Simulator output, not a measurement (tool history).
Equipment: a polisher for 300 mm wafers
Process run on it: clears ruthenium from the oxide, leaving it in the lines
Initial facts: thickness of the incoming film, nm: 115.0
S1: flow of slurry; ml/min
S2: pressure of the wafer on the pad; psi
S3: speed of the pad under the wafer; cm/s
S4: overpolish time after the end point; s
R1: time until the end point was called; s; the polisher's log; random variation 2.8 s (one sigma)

| run | hour | S1 | S2 | S3 | S4 | R1 |
|---|---|---|---|---|---|---|
| 1 | 0 | 255 | 1.4 | 110 | 21 | 150.59 |
| 2 | 1.5 | 255 | 1.3 | 108 | 21 | 161.44 |
| 3 | 2.3 | 255 | 1.3 | 108 | 22 | 163.16 |
| 4 | 8.9 | 255 | 1.2 | 104 | 22 | 181.89 |
| 5 | 15.6 | 255 | 1.1 | 102 | 22 | 200.6 |
| 6 | 16.4 | 255 | 1 | 100 | 22 | 227.86 |
| 7 | 19.7 | 255 | 0.9 | 100 | 22 | 253.64 |
| 8 | 23.5 | 250 | 0.8 | 100 | 22 | 279.64 |

Run 9 comes next. What will it give?
| 9 | 25.6 | 245 | 0.8 | 100 | 22 | ? |

R1: 283.65 s
